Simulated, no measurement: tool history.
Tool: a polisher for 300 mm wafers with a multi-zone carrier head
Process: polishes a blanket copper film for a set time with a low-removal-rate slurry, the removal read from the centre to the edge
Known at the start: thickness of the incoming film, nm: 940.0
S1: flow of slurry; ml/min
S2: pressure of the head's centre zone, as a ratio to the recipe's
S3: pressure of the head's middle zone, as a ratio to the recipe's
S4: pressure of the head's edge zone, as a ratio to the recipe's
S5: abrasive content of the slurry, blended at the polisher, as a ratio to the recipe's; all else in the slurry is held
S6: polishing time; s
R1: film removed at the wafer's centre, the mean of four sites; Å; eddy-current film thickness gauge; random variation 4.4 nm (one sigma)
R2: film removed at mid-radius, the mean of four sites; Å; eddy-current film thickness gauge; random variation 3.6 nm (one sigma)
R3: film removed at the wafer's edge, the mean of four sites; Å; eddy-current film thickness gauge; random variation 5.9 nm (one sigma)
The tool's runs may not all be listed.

| run | day | S1 | S2 | S3 | S4 | S5 | S6 | R1 | R2 | R3 |
|---|---|---|---|---|---|---|---|---|---|---|
| 1 | 0.000 | 170 | 1.00 | 1.00 | 1.00 | 1.00 | 75 | 3115.5 | 3073.7 | 3230.7 |
| 2 | 0.029 | 140 | 1.00 | 1.00 | 1.00 | 1.00 | 75 | 2950.8 | 2904.5 | 3090.6 |
| 3 | 0.292 | 170 | 1.01 | 1.04 | 1.05 | 1.15 | 77 | 3231.0 | 3291.0 | 3369.5 |
| 4 | 0.421 | 170 | 1.01 | 1.04 | 1.01 | 1.15 | 77 | 3259.1 | 3339.4 | 3343.5 |
| 5 | 0.517 | 170 | 1.01 | 0.96 | 1.01 | 1.15 | 77 | 3251.8 | 3066.9 | 3319.3 |
| 6 | 0.833 | 170 | 1.01 | 0.96 | 0.96 | 1.15 | 77 | 3206.0 | 3088.0 | 3281.8 |

Run 7 comes next. What will it give?
| 7 | 1.121 | 200 | 0.96 | 1.06 | 1.06 | 1.40 | 96 | ? | ? | ? |

{"run 7": {"R1": 4077.3, "R2": 4458.9, "R3": 4602.8}}
